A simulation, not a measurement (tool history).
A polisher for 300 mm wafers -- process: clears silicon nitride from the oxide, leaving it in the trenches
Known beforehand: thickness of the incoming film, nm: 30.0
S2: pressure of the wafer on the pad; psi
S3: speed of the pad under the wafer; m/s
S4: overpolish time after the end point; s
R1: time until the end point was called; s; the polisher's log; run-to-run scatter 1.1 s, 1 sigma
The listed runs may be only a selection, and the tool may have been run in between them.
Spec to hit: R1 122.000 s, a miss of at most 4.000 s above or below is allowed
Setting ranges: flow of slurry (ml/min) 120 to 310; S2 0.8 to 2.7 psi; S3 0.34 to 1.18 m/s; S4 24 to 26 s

{"run": 1, "hour": 0.0, "flow of slurry (ml/min)": 200, "S2": 1.7, "S3": 0.76, "S4": 24, "R1": 86.613}
{"run": 2, "hour": 7.2, "flow of slurry (ml/min)": 195, "S2": 1.5, "S3": 0.76, "S4": 24, "R1": 98.269}
{"run": 3, "hour": 16.0, "flow of slurry (ml/min)": 190, "S2": 1.4, "S3": 0.76, "S4": 24, "R1": 105.21}
{"run": 4, "hour": 18.1, "flow of slurry (ml/min)": 185, "S2": 1.3, "S3": 0.76, "S4": 24, "R1": 115.31}
{"run": 5, "hour": 19.2, "flow of slurry (ml/min)": 180, "S2": 1.3, "S3": 0.76, "S4": 24, "R1": 113.08}
{"run": 6, "hour": 25.9, "flow of slurry (ml/min)": 180, "S2": 1.3, "S3": 0.92, "S4": 24, "R1": 100.32}
{"run": 7, "hour": 32.0, "flow of slurry (ml/min)": 175, "S2": 1.2, "S3": 0.92, "S4": 24, "R1": 108.12}
{"run": 8, "hour": 40.9, "flow of slurry (ml/min)": 170, "S2": 1.2, "S3": 0.92, "S4": 24, "R1": 109.64}
{"run": 9, "hour": 47.2, "flow of slurry (ml/min)": 160, "S2": 1.2, "S3": 0.92, "S4": 24, "R1": 110.06}
{"run": 10, "hour": 53.3, "flow of slurry (ml/min)": 155, "S2": 1.2, "S3": 0.92, "S4": 24, "R1": 109.25}

Which single option among these 5 for the next run brings every result within its allowed miss of target? Just one does.
{"run": "A", "hour": 59.4, "flow of slurry (ml/min)": 165, "S2": 1.2, "S3": 1.06, "S4": 26, "R1": "?"}
{"run": "B", "hour": 59.4, "flow of slurry (ml/min)": 150, "S2": 1.1, "S3": 0.9, "S4": 24, "R1": "?"}
{"run": "C", "hour": 59.4, "flow of slurry (ml/min)": 130, "S2": 1.1, "S3": 0.8, "S4": 26, "R1": "?"}
{"run": "D", "hour": 59.4, "flow of slurry (ml/min)": 165, "S2": 1.3, "S3": 1.06, "S4": 25, "R1": "?"}
{"run": "E", "hour": 59.4, "flow of slurry (ml/min)": 165, "S2": 0.8, "S3": 1.18, "S4": 26, "R1": "?"}

move=A R1=97.638
move=B R1=120.870
move=C R1=134.110
move=D R1=90.419
move=E R1=132.590
A: the biggest miss grows against the last run
B: every result within its allowed miss
C: the result that was furthest off in the last run now lies on the other side of its target
D: the biggest miss grows against the last run
E: the result that was furthest off in the last run now lies on the other side of its target
Move B is the one to make.

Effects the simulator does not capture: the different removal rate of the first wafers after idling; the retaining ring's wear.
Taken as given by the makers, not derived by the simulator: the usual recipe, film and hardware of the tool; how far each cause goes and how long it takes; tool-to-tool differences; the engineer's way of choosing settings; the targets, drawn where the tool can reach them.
